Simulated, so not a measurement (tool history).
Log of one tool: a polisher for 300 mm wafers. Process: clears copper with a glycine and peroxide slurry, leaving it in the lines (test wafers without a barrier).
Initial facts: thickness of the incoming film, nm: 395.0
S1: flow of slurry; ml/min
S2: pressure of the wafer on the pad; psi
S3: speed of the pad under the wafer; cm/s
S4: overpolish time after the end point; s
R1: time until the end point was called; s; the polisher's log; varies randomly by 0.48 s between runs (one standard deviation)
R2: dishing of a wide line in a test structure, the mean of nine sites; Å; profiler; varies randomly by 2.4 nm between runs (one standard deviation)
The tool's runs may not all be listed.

| run | hour | S1 | S2 | S3 | S4 | R1 | R2 |
|---|---|---|---|---|---|---|---|
| 1 | 0 | 125 | 2.2 | 130 | 18 | 70.715 | 567.1 |
| 2 | 1.8 | 100 | 2.2 | 130 | 18 | 72.233 | 546.88 |
| 3 | 6.1 | 100 | 2.5 | 132 | 19 | 65.579 | 632.33 |
| 4 | 15.2 | 100 | 2.5 | 144 | 19 | 59.651 | 677.27 |
| 5 | 21.5 | 100 | 2.1 | 144 | 19 | 69.043 | 584.98 |
| 6 | 29 | 105 | 2.3 | 144 | 19 | 62.553 | 598.74 |
| 7 | 37.9 | 110 | 2.5 | 144 | 20 | 57.97 | 657.64 |
| 8 | 45.6 | 115 | 2.6 | 144 | 21 | 56.022 | 712.74 |

Expected results for the next run?
| 9 | 50.2 | 120 | 2.7 | 144 | 22 | ? | ? |

R1: 53.367 s
R2: 729.89 Å

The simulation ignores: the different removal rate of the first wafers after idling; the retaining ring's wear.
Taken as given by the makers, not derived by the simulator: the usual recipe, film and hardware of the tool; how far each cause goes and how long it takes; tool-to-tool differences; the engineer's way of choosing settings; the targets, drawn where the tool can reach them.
